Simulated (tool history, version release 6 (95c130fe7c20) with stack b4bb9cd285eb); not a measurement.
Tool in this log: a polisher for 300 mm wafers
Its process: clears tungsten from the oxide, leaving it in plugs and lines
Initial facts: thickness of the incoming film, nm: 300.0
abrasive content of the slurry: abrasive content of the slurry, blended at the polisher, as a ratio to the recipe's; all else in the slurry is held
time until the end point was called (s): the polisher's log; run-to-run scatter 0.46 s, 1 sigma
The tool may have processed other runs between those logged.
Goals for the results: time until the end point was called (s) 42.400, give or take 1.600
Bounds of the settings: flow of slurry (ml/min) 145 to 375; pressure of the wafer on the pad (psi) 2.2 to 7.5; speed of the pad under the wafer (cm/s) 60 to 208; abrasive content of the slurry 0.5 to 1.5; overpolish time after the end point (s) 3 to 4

run	day	flow of slurry (ml/min)	pressure of the wafer on the pad (psi)	speed of the pad under the wafer (cm/s)	abrasive content of the slurry	overpolish time after the end point (s)	time until the end point was called (s)
1	0.000	240	4.8	134	1.0	4	34.103
2	0.250	240	4.8	120	1.0	4	38.667
3	0.433	240	4.8	120	1.0	4	38.778
4	0.596	200	4.8	120	1.0	4	38.657
5	0.658	200	4.8	92	1.0	4	48.468
6	1.025	200	3.6	92	1.0	4	58.810
7	1.162	200	3.9	92	1.0	4	56.871
8	1.446	200	4.1	92	1.0	4	55.234
9	1.492	200	4.3	92	1.0	4	54.030
10	1.608	200	4.5	92	1.0	4	51.388
11	1.683	200	4.7	92	1.0	4	51.090
12	2.046	200	4.9	92	1.0	4	48.388
13	2.196	200	5.0	92	1.0	4	48.345
14	2.454	200	5.1	92	1.0	4	46.803
15	2.829	205	5.6	92	1.0	4	44.717

Next run, 4 choices. One meets every target within its allowed miss, the rest don't. Which?
A	3.204	210	5.7	96	1.0	3	?
B	3.204	175	5.7	82	1.0	4	?
C	3.204	190	7.4	76	1.3	4	?
D	3.204	200	5.9	98	1.2	4	?

move	time until the end point was called (s)
A	41.668
B	48.795
C	39.417
D	37.988
A: every result within its allowed miss
B: further off than the last run
C: pushes the last run's worst result past its target
D: pushes the last run's worst result past its target
Move A is the one to make.
